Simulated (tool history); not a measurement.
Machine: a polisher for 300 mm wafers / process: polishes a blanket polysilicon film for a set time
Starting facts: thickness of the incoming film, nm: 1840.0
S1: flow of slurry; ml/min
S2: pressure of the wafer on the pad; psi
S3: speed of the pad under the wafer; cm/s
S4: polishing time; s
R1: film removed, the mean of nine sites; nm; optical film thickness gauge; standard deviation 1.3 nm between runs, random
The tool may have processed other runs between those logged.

run,hour,S1,S2,S3,S4,R1
1,0,280,1.8,82,22,88.651
2,8.3,280,1.5,82,22,78.844
3,11.5,280,1.7,82,22,85.907
4,14.2,280,1.8,82,22,90.603
5,19.8,280,2,82,22,96.42
6,23.6,280,2.1,82,22,99.063

Expected results for the next run?
7,32.1,280,2.2,82,22,?

Run 7 yielded R1 103.91 nm.

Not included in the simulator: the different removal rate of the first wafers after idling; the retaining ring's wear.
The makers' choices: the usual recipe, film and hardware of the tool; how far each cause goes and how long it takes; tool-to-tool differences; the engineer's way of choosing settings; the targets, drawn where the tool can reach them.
